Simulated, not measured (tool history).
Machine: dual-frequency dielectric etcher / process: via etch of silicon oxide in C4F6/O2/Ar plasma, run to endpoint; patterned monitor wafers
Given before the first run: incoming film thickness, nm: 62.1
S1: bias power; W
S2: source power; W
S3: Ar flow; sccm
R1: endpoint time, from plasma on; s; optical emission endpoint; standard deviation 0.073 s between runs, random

run  hour   S1   S2   S3      R1
  1     0  324  410  329  15.909
  2   1.5  347  420  327  15.478
  3   9.5  366  430  325  14.916
  4  11.5  328  430  325   15.63
  5  17.1  348  440  323  15.146
  6  21.6  348  440  356  15.216
  7  23.3  363  450  355  14.907
  8  31.5  374  460  354  14.707

What does the tool deliver on the next run?
  9  33.2  383  470  353   ?

{"run 9": {"R1": 14.544}}

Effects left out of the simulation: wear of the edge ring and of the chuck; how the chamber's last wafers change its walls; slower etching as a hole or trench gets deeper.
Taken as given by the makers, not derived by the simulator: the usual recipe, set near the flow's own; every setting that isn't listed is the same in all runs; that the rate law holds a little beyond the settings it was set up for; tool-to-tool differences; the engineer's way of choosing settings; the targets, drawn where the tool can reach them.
